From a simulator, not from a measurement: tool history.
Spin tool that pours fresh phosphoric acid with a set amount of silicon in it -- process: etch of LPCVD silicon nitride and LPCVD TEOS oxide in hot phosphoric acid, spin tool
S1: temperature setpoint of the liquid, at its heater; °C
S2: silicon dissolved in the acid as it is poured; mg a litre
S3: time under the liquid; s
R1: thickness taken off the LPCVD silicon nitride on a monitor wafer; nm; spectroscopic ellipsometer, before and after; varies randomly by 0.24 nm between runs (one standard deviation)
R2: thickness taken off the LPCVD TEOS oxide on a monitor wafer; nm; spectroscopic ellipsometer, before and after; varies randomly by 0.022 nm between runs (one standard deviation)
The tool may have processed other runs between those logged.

Run 1, hour 0.0: S1 160.0 °C, S2 23.5 mg a litre, S3 180 s. Result: R1 17.666 nm, R2 0.31818 nm.
Run 2, hour 3.6: S1 159.0 °C, S2 23.5 mg a litre, S3 180 s. Result: R1 16.964 nm, R2 0.34904 nm.
Run 3, hour 8.9: S1 160.5 °C, S2 27.0 mg a litre, S3 195 s. Result: R1 19.335 nm, R2 0.31929 nm.
Run 4, hour 16.1: S1 161.5 °C, S2 30.5 mg a litre, S3 210 s. Result: R1 21.730 nm, R2 0.33675 nm.
Run 5, hour 16.8: S1 162.0 °C, S2 35.0 mg a litre, S3 220 s. Result: R1 22.936 nm, R2 0.27052 nm.
Run 6, hour 19.7: S1 163.0 °C, S2 35.0 mg a litre, S3 220 s. Result: R1 23.512 nm, R2 0.32632 nm.
Run 7, hour 25.7: S1 163.0 °C, S2 37.5 mg a litre, S3 230 s. Result: R1 24.929 nm, R2 0.31327 nm.
Run 8, hour 27.1: S1 163.0 °C, S2 40.0 mg a litre, S3 235 s. Result: R1 25.204 nm, R2 0.26716 nm.
Run 9, hour 31.4: S1 163.5 °C, S2 41.0 mg a litre, S3 240 s. Result: R1 26.280 nm, R2 0.26221 nm.

Estimate the outcome of run 10 from the log above:
Run 10, hour 39.8: S1 163.5 °C, S2 41.5 mg a litre, S3 245 s. Result: R1 ?, R2 ?.

Run 10 came out at R1 26.786 nm, R2 0.26179 nm.
